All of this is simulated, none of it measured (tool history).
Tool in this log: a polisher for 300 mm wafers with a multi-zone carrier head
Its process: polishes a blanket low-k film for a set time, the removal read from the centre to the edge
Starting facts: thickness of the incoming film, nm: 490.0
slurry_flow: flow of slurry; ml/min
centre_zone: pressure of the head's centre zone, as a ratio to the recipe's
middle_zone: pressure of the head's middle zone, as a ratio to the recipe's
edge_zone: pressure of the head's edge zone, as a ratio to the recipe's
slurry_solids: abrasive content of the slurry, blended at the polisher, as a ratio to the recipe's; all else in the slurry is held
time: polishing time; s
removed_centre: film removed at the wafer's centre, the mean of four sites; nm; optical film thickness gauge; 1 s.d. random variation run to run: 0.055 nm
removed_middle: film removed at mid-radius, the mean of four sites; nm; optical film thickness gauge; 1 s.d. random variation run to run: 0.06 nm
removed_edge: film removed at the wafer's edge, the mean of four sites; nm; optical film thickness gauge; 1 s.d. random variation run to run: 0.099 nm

Run 1, day 0.000: slurry_flow 145 ml/min, centre_zone 1.00, middle_zone 1.00, edge_zone 1.00, slurry_solids 1.00, time 39 s. Result: removed_centre 7.6611 nm, removed_middle 7.6844 nm, removed_edge 7.6336 nm.
Run 2, day 0.188: slurry_flow 145 ml/min, centre_zone 1.00, middle_zone 1.00, edge_zone 0.93, slurry_solids 1.00, time 39 s. Result: removed_centre 7.8110 nm, removed_middle 7.5198 nm, removed_edge 7.0688 nm.
Run 3, day 0.267: slurry_flow 145 ml/min, centre_zone 1.00, middle_zone 0.92, edge_zone 0.93, slurry_solids 1.00, time 39 s. Result: removed_centre 7.7369 nm, removed_middle 7.0306 nm, removed_edge 7.2966 nm.
Run 4, day 0.296: slurry_flow 145 ml/min, centre_zone 1.00, middle_zone 0.92, edge_zone 0.93, slurry_solids 1.20, time 39 s. Result: removed_centre 8.1542 nm, removed_middle 7.5354 nm, removed_edge 7.8416 nm.
Run 5, day 0.375: slurry_flow 145 ml/min, centre_zone 1.00, middle_zone 0.92, edge_zone 0.93, slurry_solids 1.30, time 39 s. Result: removed_centre 8.4086 nm, removed_middle 7.7486 nm, removed_edge 8.0273 nm.
Run 6, day 0.608: slurry_flow 145 ml/min, centre_zone 0.92, middle_zone 0.92, edge_zone 0.93, slurry_solids 1.30, time 39 s. Result: removed_centre 7.8551 nm, removed_middle 7.7850 nm, removed_edge 7.9652 nm.

The next listed run, before its measurement:
Run 7, day 0.792: slurry_flow 135 ml/min, centre_zone 0.93, middle_zone 0.89, edge_zone 0.90, slurry_solids 1.25, time 39 s. Result: removed_centre ?, removed_middle ?, removed_edge ?.

For run 7 the tool returned removed_centre 7.6551 nm, removed_middle 7.2733 nm, removed_edge 7.7579 nm.
